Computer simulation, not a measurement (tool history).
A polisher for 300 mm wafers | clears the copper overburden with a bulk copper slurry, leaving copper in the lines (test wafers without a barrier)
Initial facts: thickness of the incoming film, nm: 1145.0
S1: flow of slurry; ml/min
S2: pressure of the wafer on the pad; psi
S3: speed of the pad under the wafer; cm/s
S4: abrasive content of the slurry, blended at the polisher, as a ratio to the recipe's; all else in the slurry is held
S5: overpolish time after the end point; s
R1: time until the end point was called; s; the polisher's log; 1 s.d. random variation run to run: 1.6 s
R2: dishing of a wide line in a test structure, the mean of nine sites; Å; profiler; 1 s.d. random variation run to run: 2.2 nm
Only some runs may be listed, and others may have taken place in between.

run 1 hour=0 | S1=310 S2=3.3 S3=120 S4=1 S5=11 | R1=124.48 R2=805
run 2 hour=8.3 | S1=310 S2=3.6 S3=120 S4=1 S5=12 | R1=117.44 R2=897.32
run 3 hour=15.1 | S1=310 S2=3.6 S3=120 S4=1 S5=16 | R1=115.39 R2=1111.6
run 4 hour=18.4 | S1=310 S2=3.9 S3=122 S4=1 S5=15 | R1=107.39 R2=1169.4
run 5 hour=27.4 | S1=310 S2=4.1 S3=124 S4=1 S5=14 | R1=100.4 R2=1098.7
run 6 hour=29.8 | S1=310 S2=3.5 S3=124 S4=1 S5=14 | R1=117.78 R2=1021.9

Forecast run 7:
run 7 hour=34.9 | S1=310 S2=3.8 S3=126 S4=1 S5=14 | R1=? R2=?

R1: 102.33 s
R2: 1106 Å

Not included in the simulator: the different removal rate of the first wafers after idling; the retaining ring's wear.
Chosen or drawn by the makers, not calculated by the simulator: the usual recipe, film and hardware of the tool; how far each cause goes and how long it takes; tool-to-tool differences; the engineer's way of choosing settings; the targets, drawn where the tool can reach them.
